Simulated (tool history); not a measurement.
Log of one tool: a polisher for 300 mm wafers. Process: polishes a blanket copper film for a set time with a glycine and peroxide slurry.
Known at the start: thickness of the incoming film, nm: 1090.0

run    day  flow of slurry (ml/min)  pressure of the wafer on the pad (psi)  speed of the pad under the wafer (cm/s)  polishing time (s)  film removed (angstrom)
  1  0.000                      150                                     2.8                                       80                  90                   3673.8
  2  0.338                      150                                     2.6                                       80                  90                   3620.5
  3  0.533                      115                                     2.6                                       80                  90                   3500.4
  4  0.567                      115                                     2.0                                       80                  90                   3037.2
  5  0.788                      115                                     1.9                                       80                  90                   3005.3
  6  1.117                      115                                     1.8                                       80                  90                   2888.1

The next listed run, before its measurement:
  7  1.279                      115                                     1.8                                       80                  90                        ?

{"run 7": {"film removed (angstrom)": 2940.9}}
